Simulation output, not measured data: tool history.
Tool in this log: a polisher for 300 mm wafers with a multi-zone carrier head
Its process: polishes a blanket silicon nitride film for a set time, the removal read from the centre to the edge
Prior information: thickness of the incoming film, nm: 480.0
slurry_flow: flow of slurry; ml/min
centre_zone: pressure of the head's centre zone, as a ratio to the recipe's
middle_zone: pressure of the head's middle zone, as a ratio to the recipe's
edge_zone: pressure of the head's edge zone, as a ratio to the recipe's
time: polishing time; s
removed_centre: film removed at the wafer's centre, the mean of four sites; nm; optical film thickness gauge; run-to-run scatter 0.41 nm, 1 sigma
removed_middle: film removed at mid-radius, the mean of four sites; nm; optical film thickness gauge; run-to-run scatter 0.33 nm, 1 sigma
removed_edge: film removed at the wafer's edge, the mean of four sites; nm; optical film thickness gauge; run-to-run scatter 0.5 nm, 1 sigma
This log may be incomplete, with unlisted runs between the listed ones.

Run 1, hour 0.0: slurry_flow 295 ml/min, centre_zone 1.00, middle_zone 1.00, edge_zone 1.00, time 30 s. Result: removed_centre 52.105 nm, removed_middle 50.865 nm, removed_edge 54.780 nm.
Run 2, hour 2.3: slurry_flow 295 ml/min, centre_zone 1.07, middle_zone 1.00, edge_zone 1.00, time 30 s. Result: removed_centre 55.735 nm, removed_middle 50.231 nm, removed_edge 54.338 nm.
Run 3, hour 9.2: slurry_flow 295 ml/min, centre_zone 1.08, middle_zone 0.97, edge_zone 0.98, time 28 s. Result: removed_centre 51.387 nm, removed_middle 46.228 nm, removed_edge 50.869 nm.
Run 4, hour 12.0: slurry_flow 295 ml/min, centre_zone 1.08, middle_zone 0.97, edge_zone 0.98, time 33 s. Result: removed_centre 60.638 nm, removed_middle 54.017 nm, removed_edge 58.646 nm.
Run 5, hour 20.2: slurry_flow 230 ml/min, centre_zone 1.08, middle_zone 0.97, edge_zone 0.98, time 33 s. Result: removed_centre 59.008 nm, removed_middle 53.576 nm, removed_edge 58.445 nm.
Run 6, hour 21.7: slurry_flow 230 ml/min, centre_zone 1.08, middle_zone 1.01, edge_zone 0.98, time 33 s. Result: removed_centre 60.120 nm, removed_middle 56.066 nm, removed_edge 58.892 nm.
Run 7, hour 23.5: slurry_flow 240 ml/min, centre_zone 1.10, middle_zone 0.98, edge_zone 0.97, time 30 s. Result: removed_centre 54.955 nm, removed_middle 49.508 nm, removed_edge 50.938 nm.
Run 8, hour 27.8: slurry_flow 255 ml/min, centre_zone 1.11, middle_zone 0.95, edge_zone 0.98, time 28 s. Result: removed_centre 52.288 nm, removed_middle 44.785 nm, removed_edge 48.762 nm.
Run 9, hour 32.0: slurry_flow 260 ml/min, centre_zone 1.11, middle_zone 0.93, edge_zone 0.98, time 26 s. Result: removed_centre 48.535 nm, removed_middle 41.666 nm, removed_edge 45.664 nm.
Run 10, hour 37.9: slurry_flow 265 ml/min, centre_zone 1.12, middle_zone 0.91, edge_zone 0.98, time 25 s. Result: removed_centre 47.220 nm, removed_middle 39.210 nm, removed_edge 43.518 nm.
Run 11, hour 38.6: slurry_flow 265 ml/min, centre_zone 1.12, middle_zone 0.89, edge_zone 0.98, time 24 s. Result: removed_centre 45.864 nm, removed_middle 36.758 nm, removed_edge 42.430 nm.
Run 12, hour 41.6: slurry_flow 265 ml/min, centre_zone 1.12, middle_zone 0.88, edge_zone 0.97, time 24 s. Result: removed_centre 45.493 nm, removed_middle 36.229 nm, removed_edge 42.145 nm.
Run 13, hour 50.7: slurry_flow 260 ml/min, centre_zone 1.12, middle_zone 0.87, edge_zone 0.95, time 24 s. Result: removed_centre 45.516 nm, removed_middle 36.361 nm, removed_edge 41.805 nm.

For run 14, what comes out?
Run 14, hour 53.6: slurry_flow 255 ml/min, centre_zone 1.12, middle_zone 0.86, edge_zone 0.95, time 23 s. Result: removed_centre ?, removed_middle ?, removed_edge ?.

Run 14 came out at removed_centre 43.534 nm, removed_middle 34.111 nm, removed_edge 39.312 nm.
